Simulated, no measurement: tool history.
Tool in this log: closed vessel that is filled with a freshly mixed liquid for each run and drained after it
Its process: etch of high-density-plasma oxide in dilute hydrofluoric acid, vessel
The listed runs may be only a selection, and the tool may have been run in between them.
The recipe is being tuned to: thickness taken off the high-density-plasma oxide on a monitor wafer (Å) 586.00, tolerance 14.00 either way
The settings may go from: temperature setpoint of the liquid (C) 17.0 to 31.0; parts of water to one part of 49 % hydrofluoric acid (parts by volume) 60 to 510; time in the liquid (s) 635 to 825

run,hour,temperature setpoint of the liquid (C),parts of water to one part of 49 % hydrofluoric acid (parts by volume),time in the liquid (s),thickness taken off the high-density-plasma oxide on a monitor wafer (Å)
1,0.0,23.0,285,825,168.54
2,2.7,24.0,260,825,197.29
3,6.3,24.0,260,825,197.54
4,9.6,25.0,240,825,225.10
5,18.2,25.0,305,825,165.26
6,21.9,25.0,305,635,127.95
7,25.8,25.5,275,645,149.81
8,29.2,24.5,250,665,169.34
9,36.6,25.0,230,685,197.41
10,37.3,25.5,210,700,230.12
11,41.9,26.0,195,710,260.30
12,42.9,26.5,180,710,290.54
13,49.8,30.5,70,715,1005.50
14,50.7,30.0,70,715,999.70
15,52.7,29.5,70,715,991.00
16,56.3,28.5,70,715,937.11
17,64.7,27.5,70,715,906.35
18,67.4,26.5,70,715,861.56
19,68.3,25.5,70,715,837.00
20,74.4,24.5,70,715,800.42
21,77.0,23.5,70,715,770.17
22,82.8,23.0,70,715,751.73
23,86.7,22.5,70,715,738.52
24,88.9,22.0,70,715,725.33
25,89.7,21.5,70,715,711.22
26,96.0,21.5,70,715,707.74
27,98.1,21.0,70,715,696.20
28,99.9,20.5,70,715,685.14
29,105.5,20.0,70,715,669.88
30,111.6,19.5,70,715,640.52

Which of these 5 next moves meets every target?
A,117.7,20.5,80,825,?
B,117.7,20.5,95,815,?
C,117.7,17.5,60,730,?
D,117.7,19.5,70,640,?
E,117.7,18.0,60,675,?

move,thickness taken off the high-density-plasma oxide on a monitor wafer (Å)
A,678.83
B,555.04
C,721.84
D,583.96
E,681.95
A: its largest miss is bigger than the last run's
B: carries the result that was furthest off beyond its target, to the other side
C: its largest miss is bigger than the last run's
D: every result lands within tolerance
E: its largest miss is bigger than the last run's
Move D is the one to make.
